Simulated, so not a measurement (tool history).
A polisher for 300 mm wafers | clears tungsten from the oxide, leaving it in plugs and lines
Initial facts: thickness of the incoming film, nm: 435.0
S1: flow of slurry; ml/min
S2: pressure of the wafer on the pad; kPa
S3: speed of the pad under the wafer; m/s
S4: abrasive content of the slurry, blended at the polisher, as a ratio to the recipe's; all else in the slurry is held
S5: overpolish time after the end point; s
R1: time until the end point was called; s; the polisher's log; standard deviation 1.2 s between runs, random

run  hour   S1    S2    S3  S4  S5      R1
  1     0  310  15.9  0.96   1  14  180.85
  2   4.4  250  15.9  0.96   1  14  182.36
  3   9.2  250  19.3  0.96   1  14  160.02
  4  15.9  250    20  0.96   1  14  153.73
  5    23  250  21.4  0.96   1  14  148.64
  6  31.6  250  22.1  0.98   1  14  139.73
  7  38.5  250  22.8  0.98   1  14  135.64

Run 8 has not been measured yet. What should we expect?
  8  40.3  255  24.1   1   1  14   ?

Run 8 produced R1 129.18 s.
